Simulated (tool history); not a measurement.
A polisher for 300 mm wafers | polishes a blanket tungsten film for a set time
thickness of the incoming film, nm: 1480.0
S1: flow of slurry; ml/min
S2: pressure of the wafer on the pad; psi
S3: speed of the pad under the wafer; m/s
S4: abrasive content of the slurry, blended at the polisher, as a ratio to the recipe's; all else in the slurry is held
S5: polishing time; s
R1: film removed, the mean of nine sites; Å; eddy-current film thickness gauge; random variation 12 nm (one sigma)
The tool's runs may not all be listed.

{"run": 1, "day": 0.0, "S1": 215, "S2": 4.6, "S3": 1.28, "S4": 1.0, "S5": 63, "R1": 4361.3}
{"run": 2, "day": 0.238, "S1": 215, "S2": 5.2, "S3": 1.32, "S4": 1.0, "S5": 63, "R1": 4879.7}
{"run": 3, "day": 0.583, "S1": 215, "S2": 5.6, "S3": 1.4, "S4": 1.0, "S5": 63, "R1": 5521.4}
{"run": 4, "day": 0.804, "S1": 215, "S2": 5.6, "S3": 1.4, "S4": 0.8, "S5": 63, "R1": 5200.3}
{"run": 5, "day": 1.175, "S1": 215, "S2": 6.0, "S3": 1.48, "S4": 0.8, "S5": 63, "R1": 5838.0}
{"run": 6, "day": 1.212, "S1": 215, "S2": 6.3, "S3": 1.56, "S4": 0.8, "S5": 63, "R1": 6398.6}

Forecast run 7:
{"run": 7, "day": 1.504, "S1": 215, "S2": 6.5, "S3": 1.62, "S4": 0.8, "S5": 63, "R1": "?"}

Run 7 gave R1 6873.8 Å.

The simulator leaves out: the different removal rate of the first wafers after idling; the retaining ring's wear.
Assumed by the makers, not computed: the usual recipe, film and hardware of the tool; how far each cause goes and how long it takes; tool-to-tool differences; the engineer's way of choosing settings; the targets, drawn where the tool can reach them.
